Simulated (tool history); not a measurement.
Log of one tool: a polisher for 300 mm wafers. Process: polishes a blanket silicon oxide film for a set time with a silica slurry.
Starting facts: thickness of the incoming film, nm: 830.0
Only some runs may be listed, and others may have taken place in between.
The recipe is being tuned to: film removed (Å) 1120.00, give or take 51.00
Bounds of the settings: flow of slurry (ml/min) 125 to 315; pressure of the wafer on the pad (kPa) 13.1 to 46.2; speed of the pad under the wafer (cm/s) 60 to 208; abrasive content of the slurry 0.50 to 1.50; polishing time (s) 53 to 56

run  hour  flow of slurry (ml/min)  pressure of the wafer on the pad (kPa)  speed of the pad under the wafer (cm/s)  abrasive content of the slurry  polishing time (s)  film removed (Å)
  1   0.0                      205                                    29.6                                      134                            1.00                  53           1655.30
  2   3.8                      205                                    27.6                                      134                            1.00                  53           1552.40
  3   9.2                      205                                    27.6                                      134                            0.80                  53           1358.90
  4  14.1                      205                                    26.2                                      134                            0.80                  53           1335.10
  5  22.1                      205                                    29.0                                      134                            0.80                  53           1430.90
  6  26.4                      205                                    27.6                                      134                            0.80                  53           1379.80
  7  29.8                      205                                    26.2                                      134                            0.80                  53           1286.50
  8  37.4                      205                                    25.5                                      134                            0.80                  53           1285.00

Which one of the following 5 next-run settings gets every result inside its allowed miss? There is exactly one.
  A  45.0                      200                                    24.8                                      116                            0.70                  53                 ?
  B  45.0                      220                                    22.1                                      136                            0.65                  53                 ?
  C  45.0                      200                                    26.2                                      156                            0.85                  55                 ?
  D  45.0                      160                                    23.4                                      184                            0.75                  56                 ?
  E  45.0                      180                                    33.8                                       86                            0.75                  53                 ?

move  film removed (Å)
   A           1005.10
   B            969.84
   C           1557.70
   D           1441.60
   E           1123.10
A: takes the biggest miss from the last run beyond its target
B: takes the biggest miss from the last run beyond its target
C: the biggest miss grows against the last run
D: the biggest miss grows against the last run
E: all results in spec
The move that meets every target is E.

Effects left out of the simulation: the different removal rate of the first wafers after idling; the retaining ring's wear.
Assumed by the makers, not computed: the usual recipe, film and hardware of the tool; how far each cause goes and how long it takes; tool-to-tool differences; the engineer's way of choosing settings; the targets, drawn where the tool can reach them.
